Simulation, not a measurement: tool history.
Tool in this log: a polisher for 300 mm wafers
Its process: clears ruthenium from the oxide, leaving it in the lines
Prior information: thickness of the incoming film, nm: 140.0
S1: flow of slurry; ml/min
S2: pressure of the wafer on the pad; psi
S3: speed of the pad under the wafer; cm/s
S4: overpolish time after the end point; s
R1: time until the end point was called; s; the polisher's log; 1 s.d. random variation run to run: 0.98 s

{"run": 1, "day": 0.0, "S1": 155, "S2": 2, "S3": 104, "S4": 6, "R1": 90.828}
{"run": 2, "day": 0.221, "S1": 155, "S2": 2.1, "S3": 106, "S4": 6, "R1": 88.351}
{"run": 3, "day": 0.283, "S1": 155, "S2": 2.1, "S3": 106, "S4": 6, "R1": 91.133}
{"run": 4, "day": 0.512, "S1": 170, "S2": 2.1, "S3": 106, "S4": 6, "R1": 89.327}
{"run": 5, "day": 0.804, "S1": 170, "S2": 2.1, "S3": 106, "S4": 5, "R1": 89.766}
{"run": 6, "day": 0.862, "S1": 170, "S2": 2.3, "S3": 106, "S4": 5, "R1": 82.998}
{"run": 7, "day": 0.95, "S1": 170, "S2": 2.4, "S3": 110, "S4": 5, "R1": 77.528}
{"run": 8, "day": 1.004, "S1": 170, "S2": 2.5, "S3": 114, "S4": 5, "R1": 72.262}
{"run": 9, "day": 1.304, "S1": 170, "S2": 2.6, "S3": 116, "S4": 5, "R1": 69.498}
{"run": 10, "day": 1.392, "S1": 170, "S2": 2.7, "S3": 118, "S4": 5, "R1": 68.333}
{"run": 11, "day": 1.612, "S1": 170, "S2": 2.8, "S3": 122, "S4": 5, "R1": 62.109}
{"run": 12, "day": 1.688, "S1": 170, "S2": 2.8, "S3": 124, "S4": 5, "R1": 64.108}
{"run": 13, "day": 1.821, "S1": 170, "S2": 2.8, "S3": 124, "S4": 5, "R1": 61.438}
{"run": 14, "day": 1.954, "S1": 170, "S2": 3.1, "S3": 128, "S4": 5, "R1": 55.705}

Run 15 is up next; what results do you expect?
{"run": 15, "day": 2.325, "S1": 170, "S2": 3.1, "S3": 130, "S4": 5, "R1": "?"}

Run 15 gave R1 55.423 s.
